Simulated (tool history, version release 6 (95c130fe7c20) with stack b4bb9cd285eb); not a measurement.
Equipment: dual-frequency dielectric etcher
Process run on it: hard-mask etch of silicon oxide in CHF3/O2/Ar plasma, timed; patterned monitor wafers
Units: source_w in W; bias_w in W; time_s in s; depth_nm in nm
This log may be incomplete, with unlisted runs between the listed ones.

| run | hour | source_w | bias_w | time_s | depth_nm |
|---|---|---|---|---|---|
| 1 | 0.0 | 560 | 191 | 32.5 | 62.386 |
| 2 | 8.1 | 560 | 191 | 32.5 | 62.154 |
| 3 | 10.4 | 530 | 191 | 32.5 | 61.136 |
| 4 | 14.1 | 510 | 189 | 32.5 | 59.600 |
| 5 | 20.8 | 490 | 188 | 32.5 | 58.861 |
| 6 | 29.0 | 490 | 188 | 32.5 | 58.601 |
| 7 | 31.8 | 480 | 187 | 32.5 | 58.405 |

Run 8, settings as shown, results not yet in. Your forecast:
| 8 | 34.5 | 470 | 186 | 32.5 | ? |

{"run 8": {"depth_nm": 57.799}}

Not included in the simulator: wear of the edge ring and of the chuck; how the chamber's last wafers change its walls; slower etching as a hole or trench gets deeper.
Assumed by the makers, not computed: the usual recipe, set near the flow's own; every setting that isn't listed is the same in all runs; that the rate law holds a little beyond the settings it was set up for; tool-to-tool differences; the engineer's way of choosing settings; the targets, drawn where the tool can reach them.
